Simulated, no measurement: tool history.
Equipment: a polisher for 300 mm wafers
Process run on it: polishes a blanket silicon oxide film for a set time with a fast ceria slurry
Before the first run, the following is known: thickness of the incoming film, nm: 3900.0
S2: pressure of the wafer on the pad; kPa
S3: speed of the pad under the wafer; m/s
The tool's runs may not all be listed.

Run 1, hour 0.0: flow of slurry (ml/min) 230, S2 18.6 kPa, S3 0.78 m/s, polishing time (s) 47. Result: film removed (nm) 502.05.
Run 2, hour 6.1: flow of slurry (ml/min) 265, S2 18.6 kPa, S3 0.78 m/s, polishing time (s) 47. Result: film removed (nm) 520.03.
Run 3, hour 10.6: flow of slurry (ml/min) 265, S2 21.4 kPa, S3 0.78 m/s, polishing time (s) 47. Result: film removed (nm) 594.54.
Run 4, hour 17.4: flow of slurry (ml/min) 250, S2 18.6 kPa, S3 0.78 m/s, polishing time (s) 47. Result: film removed (nm) 512.32.
Run 5, hour 23.5: flow of slurry (ml/min) 250, S2 18.6 kPa, S3 0.78 m/s, polishing time (s) 47. Result: film removed (nm) 511.60.
Run 6, hour 32.4: flow of slurry (ml/min) 250, S2 22.8 kPa, S3 0.78 m/s, polishing time (s) 47. Result: film removed (nm) 616.75.
At hour 37.3: slurry nozzle cleaned.
Run 7, hour 37.3: flow of slurry (ml/min) 235, S2 20.0 kPa, S3 0.78 m/s, polishing time (s) 47. Result: film removed (nm) 579.63.

The next listed run, before its measurement:
Run 8, hour 45.5: flow of slurry (ml/min) 260, S2 18.6 kPa, S3 0.78 m/s, polishing time (s) 47. Result: film removed (nm) ?.

{"run 8": {"film removed (nm)": 551.35}}
